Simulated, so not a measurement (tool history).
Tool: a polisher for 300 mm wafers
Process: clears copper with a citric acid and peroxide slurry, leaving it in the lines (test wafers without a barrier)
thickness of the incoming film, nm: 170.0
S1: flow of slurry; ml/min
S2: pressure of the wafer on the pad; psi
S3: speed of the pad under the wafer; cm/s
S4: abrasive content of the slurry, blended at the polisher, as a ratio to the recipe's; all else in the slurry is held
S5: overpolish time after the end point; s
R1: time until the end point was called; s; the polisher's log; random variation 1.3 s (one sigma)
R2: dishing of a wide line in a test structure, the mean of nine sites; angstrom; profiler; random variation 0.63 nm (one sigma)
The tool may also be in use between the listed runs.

| run | hour | S1 | S2 | S3 | S4 | S5 | R1 | R2 |
|---|---|---|---|---|---|---|---|---|
| 1 | 0.0 | 240 | 2.2 | 96 | 1.00 | 25 | 111.720 | 207.25 |
| 2 | 4.0 | 190 | 2.2 | 96 | 1.00 | 25 | 110.150 | 195.37 |
| 3 | 13.0 | 190 | 2.2 | 96 | 1.00 | 15 | 111.570 | 144.23 |
| 4 | 20.2 | 195 | 2.4 | 96 | 1.00 | 18 | 102.110 | 175.28 |
| 5 | 28.8 | 195 | 2.4 | 96 | 0.85 | 18 | 107.800 | 163.40 |
| 6 | 35.0 | 195 | 2.6 | 96 | 0.85 | 20 | 100.290 | 186.72 |

The next listed run, before its measurement:
| 7 | 37.0 | 195 | 2.7 | 96 | 0.85 | 21 | ? | ? |

R1: 96.226 s
R2: 196.22 angstrom
